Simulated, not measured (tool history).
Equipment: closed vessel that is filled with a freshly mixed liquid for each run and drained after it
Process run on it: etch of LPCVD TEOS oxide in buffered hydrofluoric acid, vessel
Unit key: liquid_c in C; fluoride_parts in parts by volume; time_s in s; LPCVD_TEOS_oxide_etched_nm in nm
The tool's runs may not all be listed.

run 1 hour=0 | liquid_c=23 fluoride_parts=14.5 time_s=95 | LPCVD_TEOS_oxide_etched_nm=152.23
run 2 hour=8.9 | liquid_c=23 fluoride_parts=14.5 time_s=95 | LPCVD_TEOS_oxide_etched_nm=150.11
run 3 hour=12.6 | liquid_c=25.5 fluoride_parts=14.5 time_s=95 | LPCVD_TEOS_oxide_etched_nm=174.15
run 4 hour=21.6 | liquid_c=26.5 fluoride_parts=14.5 time_s=95 | LPCVD_TEOS_oxide_etched_nm=179.73
run 5 hour=26.9 | liquid_c=28.5 fluoride_parts=14.5 time_s=95 | LPCVD_TEOS_oxide_etched_nm=202.73
run 6 hour=30.8 | liquid_c=28.5 fluoride_parts=16 time_s=95 | LPCVD_TEOS_oxide_etched_nm=182.51

The next listed run, before its measurement:
run 7 hour=39.7 | liquid_c=29 fluoride_parts=16 time_s=95 | LPCVD_TEOS_oxide_etched_nm=?

{"run 7": {"LPCVD_TEOS_oxide_etched_nm": 188}}
